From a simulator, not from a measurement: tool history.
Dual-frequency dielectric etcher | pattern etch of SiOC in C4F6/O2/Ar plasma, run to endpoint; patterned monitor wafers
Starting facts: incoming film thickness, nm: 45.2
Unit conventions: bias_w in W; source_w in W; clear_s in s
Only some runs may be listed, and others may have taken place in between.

run  hour  bias_w  source_w  clear_s
  1     0     617       450   13.901
  2   4.3     617       380   14.946
  3   6.3     617       300     16.9
  4   8.4     617       350   15.668
  5  12.7     530       350   16.449
  6  18.6     530       380   15.898
  7  21.7     566       400   15.171
  8  29.6     597       410   14.771

Run 9 has not been measured yet. What should we expect?
  9  32.5     625       420        ?

Run 9 measured clear_s 14.398 s.
